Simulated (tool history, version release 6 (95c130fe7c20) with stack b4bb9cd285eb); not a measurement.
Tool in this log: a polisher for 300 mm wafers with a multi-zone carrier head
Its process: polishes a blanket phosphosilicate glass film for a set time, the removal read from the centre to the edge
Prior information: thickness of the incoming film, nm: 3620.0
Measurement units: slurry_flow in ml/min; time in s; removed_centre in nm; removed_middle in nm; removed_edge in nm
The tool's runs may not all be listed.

run 1 hour=0 | slurry_flow=250 centre_zone=1 middle_zone=1 edge_zone=1 slurry_solids=1 time=55 | removed_centre=390.35 removed_middle=400.83 removed_edge=394.73
run 2 hour=4 | slurry_flow=250 centre_zone=1 middle_zone=1 edge_zone=0.94 slurry_solids=1 time=55 | removed_centre=384.52 removed_middle=399.52 removed_edge=394.87
run 3 hour=7.7 | slurry_flow=250 centre_zone=0.99 middle_zone=1.01 edge_zone=0.94 slurry_solids=1 time=55 | removed_centre=392.26 removed_middle=403.94 removed_edge=397.01
run 4 hour=14.5 | slurry_flow=220 centre_zone=0.99 middle_zone=1.01 edge_zone=0.94 slurry_solids=1 time=55 | removed_centre=388.37 removed_middle=402.48 removed_edge=380.27
run 5 hour=23.3 | slurry_flow=280 centre_zone=0.99 middle_zone=1.01 edge_zone=0.94 slurry_solids=1 time=55 | removed_centre=390.82 removed_middle=406.82 removed_edge=406.9
run 6 hour=30.5 | slurry_flow=280 centre_zone=0.95 middle_zone=1.01 edge_zone=0.94 slurry_solids=1 time=55 | removed_centre=373.58 removed_middle=405.15 removed_edge=390.43
run 7 hour=32 | slurry_flow=285 centre_zone=0.93 middle_zone=1.01 edge_zone=0.94 slurry_solids=1 time=55 | removed_centre=364.12 removed_middle=407.02 removed_edge=389.77
run 8 hour=36 | slurry_flow=285 centre_zone=0.92 middle_zone=1.01 edge_zone=0.94 slurry_solids=1 time=55 | removed_centre=373.52 removed_middle=406.71 removed_edge=399.48
run 9 hour=36.8 | slurry_flow=235 centre_zone=0.82 middle_zone=1.1 edge_zone=0.86 slurry_solids=0.8 time=55 | removed_centre=283.12 removed_middle=388.71 removed_edge=338.77

Run 10 is up next; what results do you expect?
run 10 hour=37.9 | slurry_flow=240 centre_zone=0.83 middle_zone=1.1 edge_zone=0.87 slurry_solids=0.8 time=55 | removed_centre=? removed_middle=? removed_edge=?

{"run 10": {"removed_centre": 298.63, "removed_middle": 384.72, "removed_edge": 339.83}}
